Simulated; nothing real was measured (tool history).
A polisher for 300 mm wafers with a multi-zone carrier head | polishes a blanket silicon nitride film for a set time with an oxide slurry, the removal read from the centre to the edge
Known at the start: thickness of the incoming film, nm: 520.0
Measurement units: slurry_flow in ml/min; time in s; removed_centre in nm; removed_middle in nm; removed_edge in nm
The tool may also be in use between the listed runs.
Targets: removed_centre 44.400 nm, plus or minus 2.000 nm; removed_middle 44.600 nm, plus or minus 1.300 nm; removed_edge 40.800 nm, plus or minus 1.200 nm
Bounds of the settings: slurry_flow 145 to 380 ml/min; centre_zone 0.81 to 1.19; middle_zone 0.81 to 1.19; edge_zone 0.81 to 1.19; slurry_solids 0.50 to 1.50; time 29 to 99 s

run  hour  slurry_flow  centre_zone  middle_zone  edge_zone  slurry_solids  time  removed_centre  removed_middle  removed_edge
  1   0.0          245         1.00         1.00       1.00           1.00    64          49.305          49.796        49.650
  2   5.9          240         1.00         1.00       0.96           0.95    64          47.607          47.588        46.729
  3  13.7          240         1.00         1.00       0.96           1.10    64          52.859          51.574        51.202
  4  20.1          235         1.00         1.00       0.93           1.05    64          51.554          50.971        48.644
  5  26.0          230         0.99         0.99       0.90           1.00    64          48.815          49.293        46.475
  6  28.7          230         0.91         0.99       0.90           1.00    64          46.930          48.045        47.582
  7  31.5          225         0.92         0.99       0.88           0.95    64          45.493          46.412        44.347
  8  32.4          225         0.92         0.99       0.88           0.95    64          44.893          46.762        44.113
  9  40.6          215         0.93         0.98       0.86           0.95    64          44.595          46.485        44.580
 10  46.3          230         0.94         0.98       0.85           0.90    64          44.397          43.997        42.495
 11  47.4          225         0.94         0.99       0.84           0.90    64          44.410          45.213        42.167

Which one of the following 4 next-run settings gets every result inside its allowed miss? There is exactly one.
  A  48.5          230         0.92         0.95       0.83           1.10    58               ?               ?             ?
  B  48.5          280         0.98         1.00       0.83           0.80    67               ?               ?             ?
  C  48.5          290         0.94         0.99       0.81           0.75    76               ?               ?             ?
  D  48.5          270         0.89         0.92       0.89           0.95    63               ?               ?             ?

move  removed_centre  removed_middle  removed_edge
   A          44.266          44.673        43.175
   B          43.874          43.789        40.334
   C          45.534          46.624        42.816
   D          43.373          43.713        44.625
A: misses by more than the last run did
B: hits every target within its allowed miss
C: misses by more than the last run did
D: misses by more than the last run did
Move B is the one to make.

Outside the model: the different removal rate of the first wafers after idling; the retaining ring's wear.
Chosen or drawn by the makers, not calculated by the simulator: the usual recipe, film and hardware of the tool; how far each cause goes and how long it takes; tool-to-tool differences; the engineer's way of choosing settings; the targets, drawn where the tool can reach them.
